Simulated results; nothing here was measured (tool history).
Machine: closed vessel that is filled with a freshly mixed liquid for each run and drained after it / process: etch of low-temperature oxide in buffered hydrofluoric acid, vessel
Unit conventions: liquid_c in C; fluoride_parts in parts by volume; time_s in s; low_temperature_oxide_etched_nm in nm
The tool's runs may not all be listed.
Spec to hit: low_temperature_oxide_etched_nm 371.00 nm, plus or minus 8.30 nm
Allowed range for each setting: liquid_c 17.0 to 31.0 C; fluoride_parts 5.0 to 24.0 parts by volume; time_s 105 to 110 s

| run | day | liquid_c | fluoride_parts | time_s | low_temperature_oxide_etched_nm |
|---|---|---|---|---|---|
| 1 | 0.000 | 23.0 | 14.5 | 105 | 189.05 |
| 2 | 0.079 | 25.5 | 13.5 | 105 | 231.56 |
| 3 | 0.362 | 25.5 | 13.5 | 110 | 242.79 |
| 4 | 0.725 | 27.0 | 12.5 | 110 | 282.28 |
| 5 | 0.883 | 27.0 | 14.0 | 110 | 256.06 |
| 6 | 0.971 | 27.0 | 14.0 | 105 | 243.63 |
| 7 | 1.338 | 28.0 | 13.0 | 105 | 275.41 |
| 8 | 1.683 | 29.0 | 12.5 | 105 | 300.88 |
| 9 | 1.771 | 29.5 | 12.0 | 105 | 324.21 |
| 10 | 2.142 | 29.5 | 12.0 | 105 | 321.12 |
| 11 | 2.462 | 30.0 | 11.5 | 105 | 343.90 |
| 12 | 2.525 | 30.5 | 11.5 | 105 | 353.76 |
| 13 | 2.742 | 31.0 | 11.0 | 105 | 379.66 |

5 candidate next runs follow, results not yet known. Just one meets every target within its allowed miss. Identify it.
| A | 2.958 | 27.5 | 9.0 | 105 | ? |
| B | 2.958 | 30.5 | 10.5 | 105 | ? |
| C | 2.958 | 31.0 | 11.0 | 110 | ? |
| D | 2.958 | 31.0 | 10.5 | 105 | ? |
| E | 2.958 | 27.5 | 8.5 | 105 | ? |

| move | low_temperature_oxide_etched_nm |
|---|---|
| A | 370.67 |
| B | 387.63 |
| C | 398.39 |
| D | 397.88 |
| E | 394.38 |
A: in spec on every target
B: moves away from the targets compared with the last run
C: moves away from the targets compared with the last run
D: moves away from the targets compared with the last run
E: moves away from the targets compared with the last run
Answer: A
